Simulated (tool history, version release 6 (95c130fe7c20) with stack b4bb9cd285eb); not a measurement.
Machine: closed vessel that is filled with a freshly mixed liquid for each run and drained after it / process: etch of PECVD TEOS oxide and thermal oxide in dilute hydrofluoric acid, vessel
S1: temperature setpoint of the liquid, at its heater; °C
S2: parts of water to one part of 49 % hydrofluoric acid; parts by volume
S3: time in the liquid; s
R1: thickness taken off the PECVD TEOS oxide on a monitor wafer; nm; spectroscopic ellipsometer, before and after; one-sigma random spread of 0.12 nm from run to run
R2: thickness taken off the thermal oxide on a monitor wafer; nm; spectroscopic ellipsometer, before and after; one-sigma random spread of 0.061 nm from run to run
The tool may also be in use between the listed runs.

run,day,S1,S2,S3,R1,R2
1,0.000,25.0,90,60,15.752,3.6918
2,0.104,26.5,85,60,17.916,4.2114
3,0.233,28.0,85,60,18.987,4.5057
4,0.408,29.0,80,60,21.187,4.9200
5,0.575,29.5,80,60,21.488,5.0935
6,0.896,30.0,80,60,21.882,5.1539
7,1.262,33.0,70,60,28.448,6.8166
8,1.354,32.5,70,60,27.968,6.5336
9,1.654,32.0,70,60,27.552,6.5085

Run 10 comes next. What will it give?
# day 1.979: hydrofluoric acid flow meter replaced
10,1.979,31.5,70,60,?,?

R1: 24.268 nm
R2: 5.7114 nm
